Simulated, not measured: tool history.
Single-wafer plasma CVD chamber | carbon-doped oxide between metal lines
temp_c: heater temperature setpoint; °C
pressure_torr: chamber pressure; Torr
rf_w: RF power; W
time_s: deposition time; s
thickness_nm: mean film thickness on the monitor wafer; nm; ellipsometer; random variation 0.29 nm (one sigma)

run 1 hour=0 | temp_c=360 pressure_torr=6.85 rf_w=550 time_s=12.1 | thickness_nm=61.589
run 2 hour=6.4 | temp_c=360 pressure_torr=6.85 rf_w=550 time_s=11.5 | thickness_nm=58.386
run 3 hour=10.3 | temp_c=362 pressure_torr=6.69 rf_w=520 time_s=11.5 | thickness_nm=54.159
run 4 hour=17.2 | temp_c=362 pressure_torr=7.37 rf_w=520 time_s=11.5 | thickness_nm=55.343
-- hour=25.8 thermocouple changed; heater temperature recalibrated
run 5 hour=25.8 | temp_c=362 pressure_torr=7.37 rf_w=450 time_s=11.5 | thickness_nm=46.837
run 6 hour=31.8 | temp_c=360 pressure_torr=7.5 rf_w=455 time_s=11.5 | thickness_nm=48.496

Run 7 comes next. What will it give?
run 7 hour=39.4 | temp_c=359 pressure_torr=7.57 rf_w=455 time_s=11.5 | thickness_nm=?

Run 7 gave thickness_nm 48.465 nm.
